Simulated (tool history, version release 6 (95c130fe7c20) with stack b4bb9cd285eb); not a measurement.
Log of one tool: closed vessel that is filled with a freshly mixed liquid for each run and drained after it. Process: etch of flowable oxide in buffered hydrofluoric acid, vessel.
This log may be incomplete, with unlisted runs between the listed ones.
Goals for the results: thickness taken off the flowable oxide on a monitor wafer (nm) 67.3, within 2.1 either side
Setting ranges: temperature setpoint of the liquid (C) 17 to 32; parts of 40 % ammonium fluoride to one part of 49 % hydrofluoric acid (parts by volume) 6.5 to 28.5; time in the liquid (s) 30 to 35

run	hour	temperature setpoint of the liquid (C)	parts of 40 % ammonium fluoride to one part of 49 % hydrofluoric acid (parts by volume)	time in the liquid (s)	thickness taken off the flowable oxide on a monitor wafer (nm)
1	0	24	17.5	35	55.429
2	3.5	20.5	17.5	35	45.115
3	7.5	22.5	17.5	35	50.286
4	14.9	24	17.5	35	54.295
5	24.1	24	17.5	30	46.193
6	28	24	14	30	58.315
7	36.2	24	14	30	59.083
8	38.5	24.5	14	30	60.405
9	44.9	25	14	30	61.247
10	51.4	25.5	14	30	62.794
11	57.4	26	14	30	64.968

Pick the move, out of 4, that brings all results within their allowed miss; only one does.
A	63.4	28	14	30	?
B	63.4	25.5	14	35	?
C	63.4	27	16.5	35	?
D	63.4	26.5	12.5	30	?

move	thickness taken off the flowable oxide on a monitor wafer (nm)
A	72.03
B	73.488
C	67.8
D	74.28
A: carries the result that was furthest off beyond its target, to the other side
B: carries the result that was furthest off beyond its target, to the other side
C: every result within its allowed miss
D: carries the result that was furthest off beyond its target, to the other side
The right move is C.
